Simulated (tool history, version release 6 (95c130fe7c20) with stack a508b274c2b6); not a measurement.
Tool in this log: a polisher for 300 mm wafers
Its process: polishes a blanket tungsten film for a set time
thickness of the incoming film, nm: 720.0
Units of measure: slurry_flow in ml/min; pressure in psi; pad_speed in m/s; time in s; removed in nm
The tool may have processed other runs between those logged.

run 1 hour=0.0 | slurry_flow=300 pressure=3.9 pad_speed=0.92 slurry_solids=1.0 time=74 | removed=317.40
run 2 hour=6.2 | slurry_flow=300 pressure=4.2 pad_speed=0.92 slurry_solids=1.0 time=74 | removed=334.27
run 3 hour=8.6 | slurry_flow=300 pressure=3.5 pad_speed=0.92 slurry_solids=1.0 time=74 | removed=289.82
run 4 hour=12.4 | slurry_flow=300 pressure=3.5 pad_speed=0.92 slurry_solids=0.9 time=74 | removed=280.70
-- hour=16.6 worn pad replaced by a new one
run 5 hour=16.6 | slurry_flow=370 pressure=3.5 pad_speed=0.92 slurry_solids=0.9 time=74 | removed=309.60
run 6 hour=17.7 | slurry_flow=340 pressure=3.5 pad_speed=0.92 slurry_solids=0.9 time=74 | removed=309.91

The next listed run, before its measurement:
run 7 hour=22.2 | slurry_flow=320 pressure=3.5 pad_speed=0.92 slurry_solids=0.9 time=74 | removed=?

Run 7 yielded removed 310.60 nm.

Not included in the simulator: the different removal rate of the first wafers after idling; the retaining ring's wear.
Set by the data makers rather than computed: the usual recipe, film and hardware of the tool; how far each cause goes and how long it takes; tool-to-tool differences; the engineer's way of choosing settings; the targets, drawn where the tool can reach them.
